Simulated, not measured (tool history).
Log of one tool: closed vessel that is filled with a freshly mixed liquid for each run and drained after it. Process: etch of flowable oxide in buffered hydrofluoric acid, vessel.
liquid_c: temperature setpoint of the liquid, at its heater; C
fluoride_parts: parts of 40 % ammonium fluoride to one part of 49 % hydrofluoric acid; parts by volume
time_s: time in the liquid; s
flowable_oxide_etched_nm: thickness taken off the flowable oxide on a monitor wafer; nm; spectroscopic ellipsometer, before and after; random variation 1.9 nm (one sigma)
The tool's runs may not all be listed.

Run 1, hour 0: liquid_c 20 C, fluoride_parts 11 parts by volume, time_s 95 s. Result: flowable_oxide_etched_nm 337.81 nm.
Run 2, hour 0.6: liquid_c 20 C, fluoride_parts 11 parts by volume, time_s 95 s. Result: flowable_oxide_etched_nm 339.9 nm.
Run 3, hour 4.5: liquid_c 20 C, fluoride_parts 11 parts by volume, time_s 95 s. Result: flowable_oxide_etched_nm 339.95 nm.
Run 4, hour 13.1: liquid_c 19 C, fluoride_parts 12 parts by volume, time_s 95 s. Result: flowable_oxide_etched_nm 297.08 nm.
Run 5, hour 20.9: liquid_c 21.5 C, fluoride_parts 12 parts by volume, time_s 95 s. Result: flowable_oxide_etched_nm 337.51 nm.
Run 6, hour 24: liquid_c 23.5 C, fluoride_parts 12 parts by volume, time_s 95 s. Result: flowable_oxide_etched_nm 380.13 nm.
Run 7, hour 29.9: liquid_c 21.5 C, fluoride_parts 13 parts by volume, time_s 95 s. Result: flowable_oxide_etched_nm 314.48 nm.
Run 8, hour 35.8: liquid_c 20 C, fluoride_parts 13.5 parts by volume, time_s 95 s. Result: flowable_oxide_etched_nm 277.27 nm.
Run 9, hour 38: liquid_c 19 C, fluoride_parts 14 parts by volume, time_s 95 s. Result: flowable_oxide_etched_nm 253.21 nm.
Run 10, hour 40.5: liquid_c 18.5 C, fluoride_parts 14 parts by volume, time_s 95 s. Result: flowable_oxide_etched_nm 249.48 nm.
Run 11, hour 41.2: liquid_c 18 C, fluoride_parts 14.5 parts by volume, time_s 95 s. Result: flowable_oxide_etched_nm 230.29 nm.

Run 12 comes next. What will it give?
Run 12, hour 43.5: liquid_c 17.5 C, fluoride_parts 14.5 parts by volume, time_s 95 s. Result: flowable_oxide_etched_nm ?.

Run 12 gave flowable_oxide_etched_nm 226.63 nm.
